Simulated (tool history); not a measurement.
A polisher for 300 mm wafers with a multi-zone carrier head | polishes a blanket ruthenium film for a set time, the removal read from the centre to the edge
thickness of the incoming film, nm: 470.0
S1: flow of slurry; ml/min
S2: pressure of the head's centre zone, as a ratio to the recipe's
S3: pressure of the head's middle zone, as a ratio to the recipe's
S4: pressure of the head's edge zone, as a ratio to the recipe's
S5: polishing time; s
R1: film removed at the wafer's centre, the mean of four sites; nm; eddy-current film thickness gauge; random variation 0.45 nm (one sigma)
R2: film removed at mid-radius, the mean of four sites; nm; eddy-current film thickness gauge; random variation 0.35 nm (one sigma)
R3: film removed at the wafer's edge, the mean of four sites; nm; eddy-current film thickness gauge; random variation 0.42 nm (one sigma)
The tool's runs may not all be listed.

{"run": 1, "hour": 0.0, "S1": 140, "S2": 1, "S3": 1, "S4": 1, "S5": 48, "R1": 68.028, "R2": 68.667, "R3": 65.197}
{"run": 2, "hour": 5.2, "S1": 135, "S2": 0.96, "S3": 1, "S4": 0.97, "S5": 45, "R1": 58.801, "R2": 63.321, "R3": 59.734}
{"run": 3, "hour": 13.1, "S1": 135, "S2": 0.95, "S3": 1, "S4": 0.94, "S5": 42, "R1": 54.981, "R2": 58.882, "R3": 55.192}
{"run": 4, "hour": 14.7, "S1": 130, "S2": 0.93, "S3": 1.01, "S4": 0.92, "S5": 40, "R1": 49.646, "R2": 56.192, "R3": 51.735}
{"run": 5, "hour": 18.9, "S1": 125, "S2": 0.92, "S3": 1.01, "S4": 0.9, "S5": 39, "R1": 48.532, "R2": 55.099, "R3": 49.752}
{"run": 6, "hour": 24.8, "S1": 120, "S2": 0.9, "S3": 1.01, "S4": 0.88, "S5": 38, "R1": 45.308, "R2": 53.041, "R3": 46.747}
{"run": 7, "hour": 32.8, "S1": 115, "S2": 0.89, "S3": 1, "S4": 0.87, "S5": 38, "R1": 44.713, "R2": 50.801, "R3": 47.663}
{"run": 8, "hour": 39.9, "S1": 110, "S2": 0.86, "S3": 1.07, "S4": 0.85, "S5": 32, "R1": 35.556, "R2": 45.527, "R3": 38.832}

The next listed run, before its measurement:
{"run": 9, "hour": 44.2, "S1": 115, "S2": 0.86, "S3": 1.06, "S4": 0.86, "S5": 32, "R1": "?", "R2": "?", "R3": "?"}

R1: 36.621 nm
R2: 45.539 nm
R3: 39.644 nm
